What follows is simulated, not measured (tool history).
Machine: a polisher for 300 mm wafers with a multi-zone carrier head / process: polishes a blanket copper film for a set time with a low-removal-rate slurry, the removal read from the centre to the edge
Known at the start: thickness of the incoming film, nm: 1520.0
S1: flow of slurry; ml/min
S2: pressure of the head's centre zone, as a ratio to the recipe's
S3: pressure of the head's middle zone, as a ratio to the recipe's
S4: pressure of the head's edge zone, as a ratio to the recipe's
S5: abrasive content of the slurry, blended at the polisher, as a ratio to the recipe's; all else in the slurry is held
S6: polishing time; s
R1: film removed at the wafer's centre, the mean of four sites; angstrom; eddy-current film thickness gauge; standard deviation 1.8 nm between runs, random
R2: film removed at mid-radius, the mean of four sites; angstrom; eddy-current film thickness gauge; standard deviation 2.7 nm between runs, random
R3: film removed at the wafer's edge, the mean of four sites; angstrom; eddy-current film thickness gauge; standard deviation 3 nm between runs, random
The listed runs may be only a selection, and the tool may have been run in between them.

run	day	S1	S2	S3	S4	S5	S6	R1	R2	R3
1	0	210	1	1	1	1	63	1823.4	1824.3	1804.4
2	0.096	220	1.01	1.03	1.01	1.05	63	1866.3	1923.8	1757.7
3	0.321	220	1	1.03	1.02	1.1	64	1934	1983.8	1865.6
4	0.692	220	1	0.98	1.02	1.1	64	1896.3	1867.5	1912.3
5	0.817	230	1	1	1.04	1.15	64	1929.6	1952.9	1934.4
6	1.133	235	1.01	1.01	1.05	1.2	64	1942.9	2018	1911

Run 7 comes next. What will it give?
7	1.242	240	1.02	1.01	1.06	1.25	64	?	?	?

Run 7 measured R1 2016.9 angstrom, R2 2080.5 angstrom, R3 1926.3 angstrom.
